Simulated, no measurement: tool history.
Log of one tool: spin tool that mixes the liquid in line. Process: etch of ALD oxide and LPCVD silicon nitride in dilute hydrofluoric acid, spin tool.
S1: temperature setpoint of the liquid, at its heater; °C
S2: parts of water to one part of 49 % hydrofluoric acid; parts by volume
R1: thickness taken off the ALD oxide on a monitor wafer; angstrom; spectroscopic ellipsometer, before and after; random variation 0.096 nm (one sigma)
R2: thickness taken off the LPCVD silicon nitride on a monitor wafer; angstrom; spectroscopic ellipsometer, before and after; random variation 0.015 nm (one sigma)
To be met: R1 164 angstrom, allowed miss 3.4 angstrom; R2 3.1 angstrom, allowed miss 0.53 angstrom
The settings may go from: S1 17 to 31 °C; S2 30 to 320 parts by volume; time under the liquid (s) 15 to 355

Run 1, day 0: S1 23 °C, S2 175 parts by volume, time under the liquid (s) 180. Result: R1 216.55 angstrom, R2 4.5742 angstrom.
Run 2, day 0.046: S1 22.5 °C, S2 175 parts by volume, time under the liquid (s) 180. Result: R1 216.74 angstrom, R2 4.6172 angstrom.
Run 3, day 0.388: S1 22.5 °C, S2 200 parts by volume, time under the liquid (s) 180. Result: R1 180.73 angstrom, R2 3.8014 angstrom.
Run 4, day 0.517: S1 22 °C, S2 200 parts by volume, time under the liquid (s) 180. Result: R1 177.26 angstrom, R2 3.5304 angstrom.
Run 5, day 0.688: S1 22 °C, S2 200 parts by volume, time under the liquid (s) 240. Result: R1 240.8 angstrom, R2 5.1072 angstrom.
Run 6, day 1.046: S1 22 °C, S2 200 parts by volume, time under the liquid (s) 180. Result: R1 180.1 angstrom, R2 3.7457 angstrom.
Run 7, day 1.383: S1 21.5 °C, S2 200 parts by volume, time under the liquid (s) 180. Result: R1 173.75 angstrom, R2 3.6167 angstrom.
Run 8, day 1.646: S1 20.5 °C, S2 200 parts by volume, time under the liquid (s) 180. Result: R1 170.53 angstrom, R2 3.5417 angstrom.

4 next moves are on the table. One of them brings every result within its allowed miss. Which?
Run A, day 1.908: S1 22 °C, S2 205 parts by volume, time under the liquid (s) 160. Result: R1 ?, R2 ?.
Run B, day 1.908: S1 22 °C, S2 190 parts by volume, time under the liquid (s) 155. Result: R1 ?, R2 ?.
Run C, day 1.908: S1 28.5 °C, S2 310 parts by volume, time under the liquid (s) 215. Result: R1 ?, R2 ?.
Run D, day 1.908: S1 26.5 °C, S2 290 parts by volume, time under the liquid (s) 225. Result: R1 ?, R2 ?.

move      R1      R2
   A   155.6  3.1554
   B  165.17  3.2933
   C  155.75  4.1785
   D  166.48  4.1583
A: takes the result that was furthest off past its target
B: meets every target
C: takes the result that was furthest off past its target
D: brings the result that was furthest off to its target, and leaves another outside
Answer: B

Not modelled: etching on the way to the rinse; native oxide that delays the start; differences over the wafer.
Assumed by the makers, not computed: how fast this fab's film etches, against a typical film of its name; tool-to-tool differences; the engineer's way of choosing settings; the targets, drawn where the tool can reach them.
